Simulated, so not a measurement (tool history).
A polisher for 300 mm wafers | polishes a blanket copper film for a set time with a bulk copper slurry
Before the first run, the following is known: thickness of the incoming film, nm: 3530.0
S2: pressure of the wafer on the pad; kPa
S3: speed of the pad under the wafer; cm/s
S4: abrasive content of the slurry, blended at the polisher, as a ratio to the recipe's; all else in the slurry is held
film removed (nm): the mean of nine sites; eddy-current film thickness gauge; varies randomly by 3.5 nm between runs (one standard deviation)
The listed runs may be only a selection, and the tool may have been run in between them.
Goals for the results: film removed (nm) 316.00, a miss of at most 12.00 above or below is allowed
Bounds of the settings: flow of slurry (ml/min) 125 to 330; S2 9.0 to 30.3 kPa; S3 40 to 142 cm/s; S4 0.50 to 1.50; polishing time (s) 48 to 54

run 1 hour=0.0 | flow_of_slurry_(ml/min)=210 S2=19.3 S3=90 S4=1.00 polishing_time_(s)=54 | film_removed_(nm)=413.59
run 2 hour=8.0 | flow_of_slurry_(ml/min)=210 S2=18.6 S3=90 S4=1.00 polishing_time_(s)=54 | film_removed_(nm)=406.58
run 3 hour=13.6 | flow_of_slurry_(ml/min)=165 S2=18.6 S3=90 S4=1.00 polishing_time_(s)=54 | film_removed_(nm)=393.36
run 4 hour=16.0 | flow_of_slurry_(ml/min)=165 S2=17.9 S3=90 S4=1.00 polishing_time_(s)=54 | film_removed_(nm)=379.96
run 5 hour=23.5 | flow_of_slurry_(ml/min)=165 S2=17.2 S3=90 S4=1.00 polishing_time_(s)=54 | film_removed_(nm)=370.00
-- hour=31.4 slurry blender recalibrated
run 6 hour=31.4 | flow_of_slurry_(ml/min)=165 S2=20.0 S3=90 S4=1.00 polishing_time_(s)=54 | film_removed_(nm)=440.69
run 7 hour=33.0 | flow_of_slurry_(ml/min)=165 S2=19.3 S3=90 S4=1.00 polishing_time_(s)=54 | film_removed_(nm)=430.76
run 8 hour=37.0 | flow_of_slurry_(ml/min)=165 S2=18.6 S3=90 S4=1.00 polishing_time_(s)=54 | film_removed_(nm)=418.38
run 9 hour=42.5 | flow_of_slurry_(ml/min)=165 S2=18.6 S3=90 S4=1.00 polishing_time_(s)=54 | film_removed_(nm)=421.82
run 10 hour=49.0 | flow_of_slurry_(ml/min)=170 S2=17.9 S3=90 S4=1.00 polishing_time_(s)=54 | film_removed_(nm)=400.09
run 11 hour=50.6 | flow_of_slurry_(ml/min)=170 S2=13.1 S3=88 S4=1.00 polishing_time_(s)=54 | film_removed_(nm)=303.82

Which single option among these 4 for the next run brings every result within its allowed miss of target? Just one does.
run A hour=52.2 | flow_of_slurry_(ml/min)=190 S2=11.7 S3=98 S4=1.15 polishing_time_(s)=54 | film_removed_(nm)=?
run B hour=52.2 | flow_of_slurry_(ml/min)=145 S2=13.8 S3=88 S4=0.95 polishing_time_(s)=51 | film_removed_(nm)=?
run C hour=52.2 | flow_of_slurry_(ml/min)=160 S2=13.8 S3=92 S4=1.00 polishing_time_(s)=49 | film_removed_(nm)=?
run D hour=52.2 | flow_of_slurry_(ml/min)=180 S2=13.1 S3=86 S4=1.05 polishing_time_(s)=53 | film_removed_(nm)=?

move=A film_removed_(nm)=315.66
move=B film_removed_(nm)=287.32
move=C film_removed_(nm)=294.39
move=D film_removed_(nm)=292.26
A: in spec on every target
B: misses by more than the last run did
C: misses by more than the last run did
D: misses by more than the last run did
Go with A: it meets all targets.
